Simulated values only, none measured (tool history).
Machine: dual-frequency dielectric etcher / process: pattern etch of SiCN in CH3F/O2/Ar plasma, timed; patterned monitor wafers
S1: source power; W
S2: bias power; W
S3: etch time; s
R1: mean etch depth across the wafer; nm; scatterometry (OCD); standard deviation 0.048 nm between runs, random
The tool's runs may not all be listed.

run    day   S1  S2    S3      R1
  1      0  390  71  37.5   12.25
  2  0.154  370  70  37.5  12.148
  3  0.308  370  80  37.5  12.969
  4  0.367  350  77  37.5  12.403
  5  0.417  350  71  37.5  11.893
  6  0.583  310  71  37.5  11.561
  7   0.65  300  70  37.5  11.355
  8  0.883  290  70  37.5  11.248

Forecast run 9:
  9  1.021  280  70  37.5   ?

{"run 9": {"R1": 11.166}}
